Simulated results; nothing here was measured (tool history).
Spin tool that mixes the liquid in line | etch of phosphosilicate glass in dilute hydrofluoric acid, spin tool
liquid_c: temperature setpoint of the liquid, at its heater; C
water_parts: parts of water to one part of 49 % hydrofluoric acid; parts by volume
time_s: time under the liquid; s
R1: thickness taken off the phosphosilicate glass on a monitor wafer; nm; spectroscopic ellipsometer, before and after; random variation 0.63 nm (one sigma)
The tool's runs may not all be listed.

{"run": 1, "hour": 0.0, "liquid_c": 25, "water_parts": 280, "time_s": 80, "R1": 45.123}
{"run": 2, "hour": 4.0, "liquid_c": 22.5, "water_parts": 280, "time_s": 80, "R1": 41.819}
{"run": 3, "hour": 10.4, "liquid_c": 25, "water_parts": 235, "time_s": 80, "R1": 57.185}
{"run": 4, "hour": 13.0, "liquid_c": 27.5, "water_parts": 235, "time_s": 80, "R1": 61.776}
{"run": 5, "hour": 14.1, "liquid_c": 29, "water_parts": 205, "time_s": 80, "R1": 78.133}
{"run": 6, "hour": 19.7, "liquid_c": 29, "water_parts": 205, "time_s": 80, "R1": 77.859}
{"run": 7, "hour": 23.8, "liquid_c": 30, "water_parts": 190, "time_s": 80, "R1": 88.609}

The next listed run, before its measurement:
{"run": 8, "hour": 26.1, "liquid_c": 33, "water_parts": 135, "time_s": 80, "R1": "?"}

R1: 149.76 nm

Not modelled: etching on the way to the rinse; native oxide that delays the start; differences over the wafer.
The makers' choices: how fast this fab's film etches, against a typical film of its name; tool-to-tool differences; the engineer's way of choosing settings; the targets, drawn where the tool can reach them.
